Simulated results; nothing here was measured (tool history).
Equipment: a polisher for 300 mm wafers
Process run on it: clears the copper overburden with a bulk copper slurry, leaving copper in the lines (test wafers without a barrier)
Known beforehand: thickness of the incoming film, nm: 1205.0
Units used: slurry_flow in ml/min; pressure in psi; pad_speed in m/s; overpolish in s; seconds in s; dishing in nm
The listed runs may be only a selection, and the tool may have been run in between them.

run	hour	slurry_flow	pressure	pad_speed	slurry_solids	overpolish	seconds	dishing
1	0.0	240	2.3	1.14	1.0	17	123.260	78.032
2	6.2	245	2.4	1.14	1.0	14	121.110	72.765
3	7.1	205	2.4	1.14	1.0	14	122.380	75.183
4	8.3	160	2.4	1.14	1.0	14	126.710	72.320
5	10.3	180	2.5	1.16	1.0	12	120.180	67.065
6	16.0	195	2.6	1.16	1.0	11	116.220	64.502
7	18.5	205	2.7	1.16	1.0	11	111.010	66.329
8	27.0	215	2.8	1.16	1.0	11	110.000	66.989
9	35.1	215	3.0	1.16	1.0	11	105.460	71.624
10	42.0	220	3.1	1.16	1.0	10	101.740	68.772
11	48.3	225	3.2	1.16	1.0	9	99.661	65.549

Run 12 has not been measured yet. What should we expect?
12	50.6	225	3.3	1.16	1.0	9	?	?

Run 12 came out at seconds 96.844 s, dishing 65.471 nm.
